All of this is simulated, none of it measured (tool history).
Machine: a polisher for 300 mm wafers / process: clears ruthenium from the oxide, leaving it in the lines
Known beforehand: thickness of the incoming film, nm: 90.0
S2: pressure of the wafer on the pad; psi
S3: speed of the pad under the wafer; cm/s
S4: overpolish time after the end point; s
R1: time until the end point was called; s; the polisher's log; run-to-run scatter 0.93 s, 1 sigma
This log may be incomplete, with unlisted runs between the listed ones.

{"run": 1, "day": 0.0, "flow of slurry (ml/min)": 260, "S2": 2.0, "S3": 114, "S4": 50, "R1": 67.301}
{"run": 2, "day": 0.029, "flow of slurry (ml/min)": 260, "S2": 2.0, "S3": 90, "S4": 50, "R1": 84.576}
{"run": 3, "day": 0.062, "flow of slurry (ml/min)": 260, "S2": 2.0, "S3": 100, "S4": 50, "R1": 74.597}
{"run": 4, "day": 0.183, "flow of slurry (ml/min)": 260, "S2": 2.2, "S3": 100, "S4": 50, "R1": 70.184}
{"run": 5, "day": 0.267, "flow of slurry (ml/min)": 260, "S2": 2.1, "S3": 100, "S4": 50, "R1": 72.465}
{"run": 6, "day": 0.554, "flow of slurry (ml/min)": 260, "S2": 2.1, "S3": 100, "S4": 53, "R1": 72.263}
{"run": 7, "day": 0.854, "flow of slurry (ml/min)": 260, "S2": 2.0, "S3": 100, "S4": 53, "R1": 76.057}
{"run": 8, "day": 0.888, "flow of slurry (ml/min)": 260, "S2": 1.9, "S3": 100, "S4": 53, "R1": 80.892}

Expected results for the next run?
{"run": 9, "day": 0.962, "flow of slurry (ml/min)": 260, "S2": 1.8, "S3": 100, "S4": 53, "R1": "?"}

{"run 9": {"R1": 85.049}}
